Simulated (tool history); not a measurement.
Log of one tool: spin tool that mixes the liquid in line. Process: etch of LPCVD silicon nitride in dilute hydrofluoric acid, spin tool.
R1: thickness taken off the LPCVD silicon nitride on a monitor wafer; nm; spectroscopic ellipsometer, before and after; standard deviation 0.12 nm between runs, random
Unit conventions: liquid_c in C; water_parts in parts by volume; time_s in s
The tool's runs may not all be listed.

{"run": 1, "hour": 0.0, "liquid_c": 22.0, "water_parts": 40, "time_s": 275, "R1": 2.9749}
{"run": 2, "hour": 2.9, "liquid_c": 22.0, "water_parts": 25, "time_s": 275, "R1": 4.5773}
{"run": 3, "hour": 3.8, "liquid_c": 22.0, "water_parts": 25, "time_s": 275, "R1": 4.7301}
{"run": 4, "hour": 11.7, "liquid_c": 23.0, "water_parts": 25, "time_s": 275, "R1": 4.9624}
{"run": 5, "hour": 15.4, "liquid_c": 24.0, "water_parts": 25, "time_s": 275, "R1": 5.4064}
{"run": 6, "hour": 17.5, "liquid_c": 24.5, "water_parts": 25, "time_s": 275, "R1": 5.5611}
{"run": 7, "hour": 25.7, "liquid_c": 25.0, "water_parts": 25, "time_s": 275, "R1": 5.6424}

Estimate the outcome of run 8 from the log above:
{"run": 8, "hour": 30.9, "liquid_c": 25.5, "water_parts": 25, "time_s": 275, "R1": "?"}

{"run 8": {"R1": 5.9234}}

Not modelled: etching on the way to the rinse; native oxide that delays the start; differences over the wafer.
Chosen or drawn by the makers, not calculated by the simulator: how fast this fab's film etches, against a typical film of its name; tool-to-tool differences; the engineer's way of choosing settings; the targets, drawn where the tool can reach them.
